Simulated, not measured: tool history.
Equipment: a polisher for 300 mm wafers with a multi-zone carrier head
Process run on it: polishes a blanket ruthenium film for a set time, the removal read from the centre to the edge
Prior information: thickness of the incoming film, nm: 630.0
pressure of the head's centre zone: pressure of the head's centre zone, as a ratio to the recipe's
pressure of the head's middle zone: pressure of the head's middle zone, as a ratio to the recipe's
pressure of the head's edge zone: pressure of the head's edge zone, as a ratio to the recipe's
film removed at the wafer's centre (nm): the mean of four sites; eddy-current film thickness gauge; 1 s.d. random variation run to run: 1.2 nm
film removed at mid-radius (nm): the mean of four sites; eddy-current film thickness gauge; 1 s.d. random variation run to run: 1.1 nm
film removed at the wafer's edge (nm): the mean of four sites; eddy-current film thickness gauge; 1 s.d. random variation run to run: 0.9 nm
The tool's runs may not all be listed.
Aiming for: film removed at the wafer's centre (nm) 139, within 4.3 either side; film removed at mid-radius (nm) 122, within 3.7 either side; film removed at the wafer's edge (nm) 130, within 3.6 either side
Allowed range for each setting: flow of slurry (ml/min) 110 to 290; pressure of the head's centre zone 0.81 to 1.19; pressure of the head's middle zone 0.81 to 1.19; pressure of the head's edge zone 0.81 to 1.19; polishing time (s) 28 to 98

run,hour,flow of slurry (ml/min),pressure of the head's centre zone,pressure of the head's middle zone,pressure of the head's edge zone,polishing time (s),film removed at the wafer's centre (nm),film removed at mid-radius (nm),film removed at the wafer's edge (nm)
1,0,185,1,1,1,63,102.42,103.68,103.06
2,7.3,185,1,1.06,1,63,101.72,110.11,102.36
3,14.7,200,1.04,1.04,1.05,65,110.62,112.67,108.25
4,17.9,210,1.06,1.02,1.08,67,118.43,114.79,115.51
5,24.9,210,0.98,1.02,1.08,67,109.29,115,114.22
6,29.9,210,1.02,1.02,1.08,67,113.47,115.86,114.58
7,37.5,220,1.05,1.01,1.1,68,119.05,116.03,118.74
8,40.4,230,1.08,1.01,1.12,69,125.35,119.64,122.01
9,41.1,240,1.1,1,1.14,69,126.82,118.54,122.9
10,49.7,245,1.12,1,1.15,70,129.67,119.98,125.66
11,52.4,250,1.14,1,1.16,70,134.03,120.49,126.1

Of the 4 settings listed for the next run, only one would bring every result within its allowed miss of target. Which one?
A,55.1,240,1.05,1,1.19,72,?,?,?
B,55.1,220,1.09,1.09,1.19,72,?,?,?
C,55.1,250,1.16,0.98,1.17,72,?,?,?
D,55.1,260,0.99,1,1.19,76,?,?,?

move,film removed at the wafer's centre (nm),film removed at mid-radius (nm),film removed at the wafer's edge (nm)
A,127.13,121.67,131.37
B,130.19,129.56,130.2
C,140.07,120.1,130.69
D,128.38,129.6,139.59
A: misses by more than the last run did
B: misses by more than the last run did
C: hits every target within its allowed miss
D: misses by more than the last run did
The right move is C.

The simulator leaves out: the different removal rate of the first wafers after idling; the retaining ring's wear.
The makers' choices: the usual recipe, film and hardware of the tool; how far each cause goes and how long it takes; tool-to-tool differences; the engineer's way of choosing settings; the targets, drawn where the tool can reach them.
